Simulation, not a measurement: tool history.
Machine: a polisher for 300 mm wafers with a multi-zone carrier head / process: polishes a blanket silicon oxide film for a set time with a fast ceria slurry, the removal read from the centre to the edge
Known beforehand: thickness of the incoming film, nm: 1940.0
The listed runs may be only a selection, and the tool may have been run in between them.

| run | day | flow of slurry (ml/min) | pressure of the head's centre zone | pressure of the head's middle zone | pressure of the head's edge zone | polishing time (s) | film removed at the wafer's centre (angstrom) | film removed at mid-radius (angstrom) | film removed at the wafer's edge (angstrom) |
|---|---|---|---|---|---|---|---|---|---|
| 1 | 0.000 | 210 | 1.00 | 1.00 | 1.00 | 52 | 6674.3 | 6539.3 | 6930.7 |
| 2 | 0.288 | 230 | 1.05 | 1.05 | 1.02 | 56 | 7610.9 | 7325.6 | 7390.5 |
| 3 | 0.442 | 230 | 1.10 | 1.05 | 1.02 | 56 | 8080.7 | 7380.3 | 7462.7 |
| 4 | 0.688 | 240 | 1.12 | 1.09 | 1.04 | 59 | 8609.3 | 8126.3 | 7877.5 |
| 5 | 0.725 | 250 | 1.14 | 1.11 | 1.05 | 62 | 9152.2 | 8616.1 | 8448.8 |
| 6 | 0.925 | 255 | 1.15 | 1.12 | 1.03 | 64 | 9599.6 | 8823.3 | 8566.2 |

Run 7, settings as shown, results not yet in. Your forecast:
| 7 | 1.242 | 255 | 1.16 | 1.14 | 1.03 | 66 | ? | ? | ? |

For run 7 the tool returned film removed at the wafer's centre (angstrom) 10035.0, film removed at mid-radius (angstrom) 9381.6, film removed at the wafer's edge (angstrom) 9031.6.
